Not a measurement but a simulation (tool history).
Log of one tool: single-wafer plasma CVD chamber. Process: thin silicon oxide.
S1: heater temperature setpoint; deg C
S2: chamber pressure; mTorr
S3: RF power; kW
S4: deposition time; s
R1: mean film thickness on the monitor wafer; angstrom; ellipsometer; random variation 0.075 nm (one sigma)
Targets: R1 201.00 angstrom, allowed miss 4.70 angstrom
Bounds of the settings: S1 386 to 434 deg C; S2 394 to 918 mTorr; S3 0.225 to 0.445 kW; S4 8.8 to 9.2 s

{"run": 1, "day": 0.0, "S1": 410, "S2": 656, "S3": 0.335, "S4": 9.2, "R1": 157.22}
{"run": 2, "day": 0.271, "S1": 401, "S2": 656, "S3": 0.335, "S4": 9.2, "R1": 159.33}
{"run": 3, "day": 0.529, "S1": 401, "S2": 749, "S3": 0.335, "S4": 9.2, "R1": 179.68}
{"run": 4, "day": 0.754, "S1": 395, "S2": 749, "S3": 0.335, "S4": 9.2, "R1": 180.5}
{"run": 5, "day": 0.817, "S1": 395, "S2": 683, "S3": 0.335, "S4": 9.2, "R1": 165.31}
{"run": 6, "day": 0.871, "S1": 395, "S2": 716, "S3": 0.335, "S4": 9.2, "R1": 173.59}
{"run": 7, "day": 0.892, "S1": 395, "S2": 741, "S3": 0.335, "S4": 9.2, "R1": 179.4}
{"run": 8, "day": 1.229, "S1": 395, "S2": 760, "S3": 0.335, "S4": 9.2, "R1": 182.95}
{"run": 9, "day": 1.367, "S1": 395, "S2": 776, "S3": 0.335, "S4": 9.2, "R1": 186.27}
{"run": 10, "day": 1.575, "S1": 395, "S2": 790, "S3": 0.335, "S4": 9.2, "R1": 188.87}

5 next moves are on the table. One of them brings every result within its allowed miss. Which?
{"run": "A", "day": 1.783, "S1": 390, "S2": 762, "S3": 0.355, "S4": 8.8, "R1": "?"}
{"run": "B", "day": 1.783, "S1": 414, "S2": 710, "S3": 0.355, "S4": 9.2, "R1": "?"}
{"run": "C", "day": 1.783, "S1": 397, "S2": 770, "S3": 0.33, "S4": 9.2, "R1": "?"}
{"run": "D", "day": 1.783, "S1": 391, "S2": 875, "S3": 0.33, "S4": 9.0, "R1": "?"}
{"run": "E", "day": 1.783, "S1": 395, "S2": 725, "S3": 0.41, "S4": 9.2, "R1": "?"}

move=A R1=179.46
move=B R1=172.46
move=C R1=182.28
move=D R1=199.59
move=E R1=188.95
A: further off than the last run
B: further off than the last run
C: further off than the last run
D: meets every target
E: as far off as the last run
Answer: D
